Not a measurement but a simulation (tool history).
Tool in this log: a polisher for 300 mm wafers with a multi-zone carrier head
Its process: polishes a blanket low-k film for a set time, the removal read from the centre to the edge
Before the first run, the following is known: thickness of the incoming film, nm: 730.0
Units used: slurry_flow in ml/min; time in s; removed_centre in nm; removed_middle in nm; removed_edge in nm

run  hour  slurry_flow  centre_zone  middle_zone  edge_zone  slurry_solids  time  removed_centre  removed_middle  removed_edge
  1   0.0          295         1.00         1.00       1.00           1.00    87          36.708          38.555        38.174
  2   1.0          295         1.01         0.98       0.98           0.90    86          35.745          35.328        36.242
  3   2.0          295         1.01         0.98       0.98           0.90   100          42.953          40.822        41.712
  4   2.9          295         1.01         0.98       0.92           0.90   100          42.305          41.225        41.012
  5   8.1          295         1.01         0.93       0.92           0.90   100          42.389          40.621        40.076
  6   8.7          295         0.94         0.93       0.92           0.90   100          40.210          40.449        40.760
  7  16.1          295         0.95         0.92       0.91           0.85    97          37.678          38.542        38.423
  8  16.6          290         0.97         0.90       0.91           0.80    95          37.084          35.619        36.068
  9  17.5          285         0.97         0.89       0.90           0.75    94          35.594          33.454        34.509
 10  25.5          285         0.97         0.89       0.89           0.70    93          33.785          32.587        33.036
 11  28.4          280         0.97         0.88       0.88           0.65    92          32.245          30.151        31.233
 12  30.8          275         0.97         0.88       0.87           0.65    92          32.233          29.712        30.709
 13  34.7          265         0.97         0.88       0.86           0.65    92          31.339          30.092        30.724
 14  41.9          260         0.98         0.88       0.85           0.65    92          32.394          30.134        30.428

Forecast run 15:
 15  45.3          255         0.98         0.87       0.84           0.65    92               ?               ?             ?

{"run 15": {"removed_centre": 32.58, "removed_middle": 29.461, "removed_edge": 30.237}}
